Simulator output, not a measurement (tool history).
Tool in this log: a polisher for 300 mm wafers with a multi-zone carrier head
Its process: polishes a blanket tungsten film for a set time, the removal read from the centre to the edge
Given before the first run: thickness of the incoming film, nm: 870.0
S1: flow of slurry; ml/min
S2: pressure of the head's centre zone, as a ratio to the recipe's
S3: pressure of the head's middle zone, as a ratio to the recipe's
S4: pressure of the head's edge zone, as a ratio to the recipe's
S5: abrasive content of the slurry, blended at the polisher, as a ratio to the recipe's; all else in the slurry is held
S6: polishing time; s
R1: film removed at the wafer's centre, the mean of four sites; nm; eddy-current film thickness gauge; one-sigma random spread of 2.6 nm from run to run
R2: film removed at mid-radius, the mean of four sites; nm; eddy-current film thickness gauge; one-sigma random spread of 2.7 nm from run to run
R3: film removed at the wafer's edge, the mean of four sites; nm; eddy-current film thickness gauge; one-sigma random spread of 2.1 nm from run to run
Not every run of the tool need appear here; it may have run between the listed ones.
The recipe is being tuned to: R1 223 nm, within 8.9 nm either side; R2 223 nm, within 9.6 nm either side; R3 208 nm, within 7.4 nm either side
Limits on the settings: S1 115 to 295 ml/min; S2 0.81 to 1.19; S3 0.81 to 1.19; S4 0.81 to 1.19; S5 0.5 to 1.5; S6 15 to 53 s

run,day,S1,S2,S3,S4,S5,S6,R1,R2,R3
1,0,190,1,1,1,1,34,159.06,152.37,156.89
2,0.321,190,0.92,1,1,1,34,145.5,160.5,154.63
3,0.371,190,0.92,1,1.08,1,34,148.03,155.42,164.29
4,0.65,160,0.92,1,1.08,1,34,144.76,156.11,160.73
5,0.979,160,0.92,1,1.08,1,29,123.38,129.71,135.05
6,1.283,160,0.92,1,1.08,0.8,29,118.87,122.75,132.61
7,1.538,165,0.95,1.02,1.09,0.9,30,129.03,137.27,140.33
8,1.654,205,1.05,0.97,1.16,1.15,39,204.21,184.58,202.24
9,1.95,210,1.06,0.99,1.16,1.15,39,206.67,184.11,202.38

5 next moves are on the table. One of them brings every result within its allowed miss. Which?
A,2.246,220,1.18,0.83,1.19,1.2,37,?,?,?
B,2.246,165,0.99,1.08,1.18,1.2,41,?,?,?
C,2.246,230,1.13,0.89,1.17,1.05,37,?,?,?
D,2.246,235,0.97,1.18,1.09,1,43,?,?,?
E,2.246,210,1.04,1.11,0.99,1.25,42,?,?,?

move,R1,R2,R3
A,219.57,161.47,197.51
B,195.49,207.33,211.22
C,205.61,165.55,191.03
D,203.73,234.11,212.16
E,220.38,225.99,206.01
A: the biggest miss grows against the last run
B: moves toward the targets from the last run without getting all of them in spec
C: the biggest miss grows against the last run
D: pushes the last run's worst result past its target
E: every result within its allowed miss
Move E is the one to make.

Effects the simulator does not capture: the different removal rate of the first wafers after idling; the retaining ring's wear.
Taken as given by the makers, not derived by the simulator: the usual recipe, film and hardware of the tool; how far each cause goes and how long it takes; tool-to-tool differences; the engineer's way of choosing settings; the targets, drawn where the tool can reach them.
